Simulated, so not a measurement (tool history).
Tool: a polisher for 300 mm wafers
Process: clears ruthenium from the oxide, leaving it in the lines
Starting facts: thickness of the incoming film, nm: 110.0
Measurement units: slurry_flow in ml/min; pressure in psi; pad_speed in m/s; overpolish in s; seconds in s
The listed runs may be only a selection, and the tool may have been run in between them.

{"run": 1, "hour": 0.0, "slurry_flow": 170, "pressure": 2.0, "pad_speed": 0.86, "overpolish": 10, "seconds": 125.07}
{"run": 2, "hour": 4.1, "slurry_flow": 170, "pressure": 1.9, "pad_speed": 0.86, "overpolish": 10, "seconds": 130.98}
{"run": 3, "hour": 11.7, "slurry_flow": 170, "pressure": 1.9, "pad_speed": 0.86, "overpolish": 10, "seconds": 133.82}
{"run": 4, "hour": 20.2, "slurry_flow": 170, "pressure": 1.8, "pad_speed": 0.86, "overpolish": 10, "seconds": 139.43}
{"run": 5, "hour": 21.3, "slurry_flow": 145, "pressure": 1.8, "pad_speed": 0.86, "overpolish": 10, "seconds": 142.77}
{"run": 6, "hour": 29.1, "slurry_flow": 145, "pressure": 1.8, "pad_speed": 0.86, "overpolish": 8, "seconds": 141.56}
{"run": 7, "hour": 31.4, "slurry_flow": 145, "pressure": 1.7, "pad_speed": 0.86, "overpolish": 8, "seconds": 152.16}
{"run": 8, "hour": 38.3, "slurry_flow": 145, "pressure": 1.6, "pad_speed": 0.86, "overpolish": 8, "seconds": 158.2}

What will run 9 give?
{"run": 9, "hour": 40.8, "slurry_flow": 145, "pressure": 1.5, "pad_speed": 0.86, "overpolish": 8, "seconds": "?"}

{"run 9": {"seconds": 171.64}}
